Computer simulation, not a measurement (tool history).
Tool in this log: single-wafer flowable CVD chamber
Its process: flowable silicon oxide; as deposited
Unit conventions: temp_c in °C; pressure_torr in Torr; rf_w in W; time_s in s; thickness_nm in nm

Run 1, day 0: temp_c 95 °C, pressure_torr 1.02 Torr, rf_w 1720 W, time_s 415 s. Result: thickness_nm 384.25 nm.
Run 2, day 0.146: temp_c 95 °C, pressure_torr 1.02 Torr, rf_w 1580 W, time_s 415 s. Result: thickness_nm 375.34 nm.
Run 3, day 0.308: temp_c 99 °C, pressure_torr 1.02 Torr, rf_w 1580 W, time_s 415 s. Result: thickness_nm 322.57 nm.
Run 4, day 0.571: temp_c 98 °C, pressure_torr 1.02 Torr, rf_w 1580 W, time_s 415 s. Result: thickness_nm 334.98 nm.
Run 5, day 0.762: temp_c 98 °C, pressure_torr 1.02 Torr, rf_w 1580 W, time_s 415 s. Result: thickness_nm 333.68 nm.
Run 6, day 0.888: temp_c 97 °C, pressure_torr 1.02 Torr, rf_w 1580 W, time_s 415 s. Result: thickness_nm 346.02 nm.
Run 7, day 1.117: temp_c 96 °C, pressure_torr 1.02 Torr, rf_w 1580 W, time_s 415 s. Result: thickness_nm 360.12 nm.
Run 8, day 1.458: temp_c 95 °C, pressure_torr 1.02 Torr, rf_w 1580 W, time_s 415 s. Result: thickness_nm 374.21 nm.
Run 9, day 1.483: temp_c 94 °C, pressure_torr 1.02 Torr, rf_w 1580 W, time_s 415 s. Result: thickness_nm 387.36 nm.
Run 10, day 1.6: temp_c 93 °C, pressure_torr 1.02 Torr, rf_w 1580 W, time_s 415 s. Result: thickness_nm 403.54 nm.
Run 11, day 1.8: temp_c 92 °C, pressure_torr 1.02 Torr, rf_w 1580 W, time_s 415 s. Result: thickness_nm 419.35 nm.

Expected results for the next run?
Run 12, day 1.921: temp_c 85 °C, pressure_torr 1.02 Torr, rf_w 1580 W, time_s 415 s. Result: thickness_nm ?.

{"run 12": {"thickness_nm": 534.84}}

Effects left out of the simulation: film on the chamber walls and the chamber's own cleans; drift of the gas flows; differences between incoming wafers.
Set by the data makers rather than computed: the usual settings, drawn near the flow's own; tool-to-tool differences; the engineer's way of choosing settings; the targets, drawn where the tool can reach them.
